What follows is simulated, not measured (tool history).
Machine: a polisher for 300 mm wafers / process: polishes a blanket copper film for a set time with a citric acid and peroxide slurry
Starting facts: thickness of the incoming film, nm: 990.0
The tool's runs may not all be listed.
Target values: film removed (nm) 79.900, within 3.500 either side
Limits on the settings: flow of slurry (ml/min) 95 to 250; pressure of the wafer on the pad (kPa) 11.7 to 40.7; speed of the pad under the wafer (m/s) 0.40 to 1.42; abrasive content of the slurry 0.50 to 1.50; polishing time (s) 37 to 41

run	hour	flow of slurry (ml/min)	pressure of the wafer on the pad (kPa)	speed of the pad under the wafer (m/s)	abrasive content of the slurry	polishing time (s)	film removed (nm)
1	0.0	160	26.2	0.90	1.00	41	108.380
2	3.2	160	30.3	0.90	1.00	41	121.650
3	4.8	160	28.3	0.90	1.00	41	115.360
4	10.3	160	28.3	0.90	1.00	37	103.610
5	19.0	160	28.3	0.90	1.00	41	115.290
6	22.2	160	26.2	0.90	1.00	41	107.430
7	27.8	160	24.8	0.90	1.00	41	102.900
8	36.4	160	23.4	0.90	1.00	41	99.667
9	43.5	155	16.5	0.88	1.00	41	72.851
10	52.4	160	16.5	0.88	1.00	41	73.593

5 next moves are on the table. One of them brings every result within its allowed miss. Which?
A	61.3	95	19.3	1.14	1.00	40	?
B	61.3	185	17.2	1.00	0.95	40	?
C	61.3	150	20.0	0.98	0.95	41	?
D	61.3	195	21.4	0.80	1.05	41	?
E	61.3	175	17.2	1.10	1.15	40	?

move	film removed (nm)
A	87.708
B	80.684
C	89.350
D	86.300
E	90.299
A: takes the result that was furthest off past its target
B: each result inside its tolerance
C: takes the result that was furthest off past its target
D: takes the result that was furthest off past its target
E: takes the result that was furthest off past its target
B is the move that brings every result within its allowed miss.

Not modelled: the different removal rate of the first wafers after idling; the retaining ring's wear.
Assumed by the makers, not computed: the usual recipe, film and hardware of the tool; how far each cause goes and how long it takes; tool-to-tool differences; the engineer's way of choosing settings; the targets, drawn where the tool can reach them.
